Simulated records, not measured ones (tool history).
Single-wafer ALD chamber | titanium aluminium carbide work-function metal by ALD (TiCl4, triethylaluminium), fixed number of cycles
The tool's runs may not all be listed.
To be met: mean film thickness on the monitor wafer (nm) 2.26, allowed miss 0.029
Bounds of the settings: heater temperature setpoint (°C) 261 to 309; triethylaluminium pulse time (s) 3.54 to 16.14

run  hour  heater temperature setpoint (°C)  triethylaluminium pulse time (s)  mean film thickness on the monitor wafer (nm)
  1     0                               285                              9.84                                         2.0282
  2   1.4                               285                             12.34                                         2.0793
  3   7.2                               285                             13.48                                         2.0865
  4  11.7                               289                             13.75                                         2.1162
  5  14.9                               285                             13.75                                         2.0782
  6  18.9                               281                             13.75                                         2.0417
  7  27.1                               286                             14.06                                         2.0882
  8  29.3                               290                             14.37                                         2.1363
  9  29.9                               293                             14.58                                         2.1771
 10  38.4                               295                              14.7                                         2.1973
 11  40.5                               296                             14.79                                         2.1983
 12  45.8                               297                              14.9                                         2.2102
 13  49.5                               298                             14.99                                         2.2213

Which of these 4 next moves meets every target?
  A  53.2                               309                             15.37                                              ?
  B  53.2                               302                             14.75                                              ?
  C  53.2                               296                             15.64                                              ?
  D  53.2                               298                             13.03                                              ?

move  mean film thickness on the monitor wafer (nm)
   A                                         2.3438
   B                                          2.268
   C                                         2.2093
   D                                         2.2153
A: takes the result that was furthest off past its target
B: meets every target
C: further off than the last run
D: further off than the last run
The right move is B.
